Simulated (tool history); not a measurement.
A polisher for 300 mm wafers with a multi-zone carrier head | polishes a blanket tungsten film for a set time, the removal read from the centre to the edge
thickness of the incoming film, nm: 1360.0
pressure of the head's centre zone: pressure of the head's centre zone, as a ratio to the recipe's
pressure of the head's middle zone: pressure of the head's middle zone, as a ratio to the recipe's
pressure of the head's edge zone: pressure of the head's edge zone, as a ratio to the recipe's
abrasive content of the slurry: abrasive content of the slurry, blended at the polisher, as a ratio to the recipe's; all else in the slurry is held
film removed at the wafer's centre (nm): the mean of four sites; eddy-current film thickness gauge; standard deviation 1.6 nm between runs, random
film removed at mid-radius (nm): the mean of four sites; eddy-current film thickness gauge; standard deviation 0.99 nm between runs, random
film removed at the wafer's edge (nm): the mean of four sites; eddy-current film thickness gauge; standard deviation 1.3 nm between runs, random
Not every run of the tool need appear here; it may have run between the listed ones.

run,hour,flow of slurry (ml/min),pressure of the head's centre zone,pressure of the head's middle zone,pressure of the head's edge zone,abrasive content of the slurry,polishing time (s),film removed at the wafer's centre (nm),film removed at mid-radius (nm),film removed at the wafer's edge (nm)
1,0,230,1,1,1,1,44,185.43,187.62,183.82
2,6.7,225,1.02,0.96,0.96,0.85,41,165.45,166.52,161.87
3,13.3,225,1.02,0.96,0.96,0.85,50,206.97,200.89,203.54
4,14.2,220,1.06,0.92,0.93,0.75,45,181.49,167.99,172.23
5,23.1,220,1.09,0.9,0.9,0.65,42,171.18,150.51,154.42
6,23.9,220,1.09,0.9,0.97,0.65,42,174.17,150.56,158.32
7,31.5,220,1.1,0.89,0.94,0.6,40,161.1,141.19,147.63

Run 8 comes next. What will it give?
8,33.4,205,1.17,0.86,0.84,0.5,34,?,?,?

film removed at the wafer's centre (nm): 140.2
film removed at mid-radius (nm): 112.29
film removed at the wafer's edge (nm): 116.73
